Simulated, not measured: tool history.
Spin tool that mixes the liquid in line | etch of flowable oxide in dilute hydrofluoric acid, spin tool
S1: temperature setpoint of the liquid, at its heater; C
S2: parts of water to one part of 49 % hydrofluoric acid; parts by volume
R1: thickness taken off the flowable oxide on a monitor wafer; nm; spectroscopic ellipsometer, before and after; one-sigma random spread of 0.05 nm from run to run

Run 1, day 0.000: S1 25.0 C, S2 155 parts by volume, time under the liquid (s) 45. Result: R1 18.997 nm.
Run 2, day 0.154: S1 25.0 C, S2 155 parts by volume, time under the liquid (s) 50. Result: R1 20.979 nm.
Run 3, day 0.517: S1 25.0 C, S2 155 parts by volume, time under the liquid (s) 45. Result: R1 18.961 nm.
Run 4, day 0.638: S1 25.0 C, S2 155 parts by volume, time under the liquid (s) 50. Result: R1 20.946 nm.
Run 5, day 0.871: S1 23.0 C, S2 160 parts by volume, time under the liquid (s) 50. Result: R1 18.684 nm.
Run 6, day 1.096: S1 25.5 C, S2 160 parts by volume, time under the liquid (s) 50. Result: R1 20.652 nm.
Run 7, day 1.471: S1 21.5 C, S2 165 parts by volume, time under the liquid (s) 50. Result: R1 17.183 nm.
Run 8, day 1.567: S1 20.5 C, S2 165 parts by volume, time under the liquid (s) 50. Result: R1 16.391 nm.
Run 9, day 1.708: S1 19.5 C, S2 165 parts by volume, time under the liquid (s) 50. Result: R1 15.792 nm.

What will run 10 give?
Run 10, day 1.896: S1 19.0 C, S2 165 parts by volume, time under the liquid (s) 50. Result: R1 ?.

R1: 15.589 nm
